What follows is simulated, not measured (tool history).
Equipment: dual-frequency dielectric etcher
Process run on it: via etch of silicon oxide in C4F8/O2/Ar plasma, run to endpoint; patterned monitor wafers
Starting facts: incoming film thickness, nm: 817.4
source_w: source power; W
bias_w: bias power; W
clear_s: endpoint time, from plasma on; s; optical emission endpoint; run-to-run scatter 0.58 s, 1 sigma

run 1 day=0 | source_w=1770 bias_w=1640 | clear_s=172.32
run 2 day=0.1 | source_w=1770 bias_w=1802 | clear_s=168.27
run 3 day=0.433 | source_w=1830 bias_w=1825 | clear_s=164.49
run 4 day=0.458 | source_w=1830 bias_w=2035 | clear_s=161.02
run 5 day=0.588 | source_w=1870 bias_w=2049 | clear_s=159.06
run 6 day=0.862 | source_w=1670 bias_w=2049 | clear_s=168.26
run 7 day=0.917 | source_w=1720 bias_w=2065 | clear_s=164.69
run 8 day=1.196 | source_w=1770 bias_w=2081 | clear_s=161.25
run 9 day=1.492 | source_w=1770 bias_w=2081 | clear_s=163.18
run 10 day=1.662 | source_w=1810 bias_w=2094 | clear_s=160.17
run 11 day=1.942 | source_w=1840 bias_w=2104 | clear_s=158.86
run 12 day=2.254 | source_w=1870 bias_w=2113 | clear_s=158.26
run 13 day=2.483 | source_w=1900 bias_w=2124 | clear_s=156.14
run 14 day=2.771 | source_w=1920 bias_w=2131 | clear_s=154.97
run 15 day=2.812 | source_w=1920 bias_w=2131 | clear_s=155.04

Run 16 comes next. What will it give?
run 16 day=2.925 | source_w=1940 bias_w=2137 | clear_s=?

{"run 16": {"clear_s": 155.41}}

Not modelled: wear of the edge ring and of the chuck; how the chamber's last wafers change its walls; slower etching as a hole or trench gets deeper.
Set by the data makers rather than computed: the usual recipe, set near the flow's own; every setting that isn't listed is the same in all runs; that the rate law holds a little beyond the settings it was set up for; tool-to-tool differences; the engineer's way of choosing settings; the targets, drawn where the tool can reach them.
